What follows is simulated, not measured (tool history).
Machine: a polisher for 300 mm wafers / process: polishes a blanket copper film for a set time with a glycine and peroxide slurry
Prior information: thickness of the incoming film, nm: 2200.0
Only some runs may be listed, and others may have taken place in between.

run	hour	flow of slurry (ml/min)	pressure of the wafer on the pad (kPa)	speed of the pad under the wafer (m/s)	polishing time (s)	film removed (angstrom)
1	0.0	210	23.4	0.78	47	2617.9
2	6.4	210	23.4	0.90	47	3021.8
3	11.8	250	23.4	0.90	47	3043.6
4	16.0	250	27.6	0.90	47	3512.7
5	24.7	250	27.6	0.90	47	3526.8
6	30.1	250	27.6	0.90	43	3244.0
7	32.0	250	24.1	0.86	43	2794.7

For run 8, what comes out?
8	34.1	250	21.4	0.84	43	?

film removed (angstrom): 2492.6

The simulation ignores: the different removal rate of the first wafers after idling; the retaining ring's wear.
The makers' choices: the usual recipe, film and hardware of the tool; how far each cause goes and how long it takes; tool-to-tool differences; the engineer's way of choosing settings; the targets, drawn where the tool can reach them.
